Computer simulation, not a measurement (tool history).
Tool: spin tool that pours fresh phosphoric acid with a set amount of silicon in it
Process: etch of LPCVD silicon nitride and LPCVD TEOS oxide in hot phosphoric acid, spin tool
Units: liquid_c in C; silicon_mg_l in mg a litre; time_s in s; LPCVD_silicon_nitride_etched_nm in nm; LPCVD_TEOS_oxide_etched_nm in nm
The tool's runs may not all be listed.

| run | day | liquid_c | silicon_mg_l | time_s | LPCVD_silicon_nitride_etched_nm | LPCVD_TEOS_oxide_etched_nm |
|---|---|---|---|---|---|---|
| 1 | 0 | 160 | 24.5 | 180 | 17.245 | 0.38197 |
| 2 | 0.108 | 160 | 28 | 180 | 17.266 | 0.38621 |
| 3 | 0.483 | 159.5 | 31 | 185 | 17.361 | 0.31351 |
| 4 | 0.571 | 159.5 | 33.5 | 185 | 17.463 | 0.34081 |
| 5 | 0.75 | 159 | 36 | 190 | 17.626 | 0.24682 |
| 6 | 1.042 | 159 | 38 | 190 | 17.551 | 0.21372 |

The next listed run, before its measurement:
| 7 | 1.162 | 159 | 39.5 | 190 | ? | ? |

LPCVD_silicon_nitride_etched_nm: 17.611 nm
LPCVD_TEOS_oxide_etched_nm: 0.21041 nm
